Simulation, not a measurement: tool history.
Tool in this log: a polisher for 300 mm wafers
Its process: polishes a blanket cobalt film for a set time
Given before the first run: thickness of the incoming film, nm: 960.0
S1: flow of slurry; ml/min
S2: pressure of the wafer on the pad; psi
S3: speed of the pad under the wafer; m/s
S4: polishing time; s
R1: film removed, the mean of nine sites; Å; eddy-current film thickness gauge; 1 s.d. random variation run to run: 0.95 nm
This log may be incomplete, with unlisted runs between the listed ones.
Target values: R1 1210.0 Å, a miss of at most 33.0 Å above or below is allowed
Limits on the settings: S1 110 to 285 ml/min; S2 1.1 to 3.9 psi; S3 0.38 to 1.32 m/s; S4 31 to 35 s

run 1 hour=0.0 | S1=180 S2=2.5 S3=0.84 S4=35 | R1=1883.0
run 2 hour=8.3 | S1=180 S2=2.5 S3=0.74 S4=35 | R1=1709.9
run 3 hour=12.7 | S1=180 S2=3.0 S3=0.74 S4=35 | R1=2019.1
run 4 hour=16.4 | S1=180 S2=3.0 S3=0.74 S4=31 | R1=1817.1
run 5 hour=22.7 | S1=180 S2=3.0 S3=0.92 S4=31 | R1=2150.2
run 6 hour=28.4 | S1=175 S2=2.7 S3=0.92 S4=31 | R1=1967.7
run 7 hour=33.2 | S1=170 S2=2.5 S3=0.92 S4=31 | R1=1781.0
run 8 hour=36.5 | S1=160 S2=2.4 S3=0.92 S4=31 | R1=1717.2
run 9 hour=40.6 | S1=155 S2=2.3 S3=0.92 S4=31 | R1=1621.2
run 10 hour=47.6 | S1=150 S2=2.2 S3=0.92 S4=31 | R1=1558.2
run 11 hour=51.3 | S1=145 S2=2.1 S3=0.92 S4=31 | R1=1473.7
run 12 hour=56.1 | S1=140 S2=2.0 S3=0.92 S4=31 | R1=1393.2
run 13 hour=60.9 | S1=135 S2=2.0 S3=0.92 S4=31 | R1=1380.0
run 14 hour=66.8 | S1=130 S2=2.0 S3=0.92 S4=31 | R1=1390.6

Which of these 4 next moves meets every target?
run A hour=72.7 | S1=130 S2=1.8 S3=0.82 S4=31 | R1=?
run B hour=72.7 | S1=130 S2=1.5 S3=1.06 S4=32 | R1=?
run C hour=72.7 | S1=150 S2=1.7 S3=0.86 S4=35 | R1=?
run D hour=72.7 | S1=140 S2=2.2 S3=0.80 S4=35 | R1=?

move=A R1=1126.5
move=B R1=1212.3
move=C R1=1291.1
move=D R1=1536.8
A: carries the result that was furthest off beyond its target, to the other side
B: all results land within tolerance of their targets
C: moves toward the targets from the last run without getting all of them in spec
D: lands further from the targets than the last run did
So the answer is move B, the one that meets all the targets.
